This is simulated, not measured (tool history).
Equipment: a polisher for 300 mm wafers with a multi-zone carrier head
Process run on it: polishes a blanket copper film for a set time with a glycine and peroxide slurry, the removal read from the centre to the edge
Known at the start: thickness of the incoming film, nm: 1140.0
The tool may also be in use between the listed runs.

run	hour	flow of slurry (ml/min)	pressure of the head's centre zone	pressure of the head's middle zone	pressure of the head's edge zone	polishing time (s)	film removed at the wafer's centre (nm)	film removed at mid-radius (nm)	film removed at the wafer's edge (nm)
1	0	125	1	1	1	72	378.25	373.59	396.55
2	4.1	125	1	1	0.97	72	377.59	372.46	388.48
3	8.2	140	1.02	1.05	0.98	73	397.02	407.97	392.02
4	16.4	140	1.02	1.05	0.98	61	339.78	339.98	330.78
5	21.7	140	1.02	1.05	1.02	61	338.15	341.28	346.95
6	25.4	140	1.02	1.05	0.98	61	338.23	335.53	335.92
7	27.8	140	1.02	1.05	0.98	61	335.01	335.73	330.45
8	32.6	140	1.02	1.05	0.98	61	332.44	338.27	332.02
9	41.4	150	1.04	1.08	1.01	65	371.54	371.78	369.21
# hour 42.5: edge zone pressure recalibrated
10	42.5	155	1.05	1.11	1	69	405.85	418.02	364.17

What will run 11 give?
11	43.7	160	1.05	1.12	1.04	71	?	?	?

{"run 11": {"film removed at the wafer's centre (nm)": 418.56, "film removed at mid-radius (nm)": 432.12, "film removed at the wafer's edge (nm)": 396.79}}

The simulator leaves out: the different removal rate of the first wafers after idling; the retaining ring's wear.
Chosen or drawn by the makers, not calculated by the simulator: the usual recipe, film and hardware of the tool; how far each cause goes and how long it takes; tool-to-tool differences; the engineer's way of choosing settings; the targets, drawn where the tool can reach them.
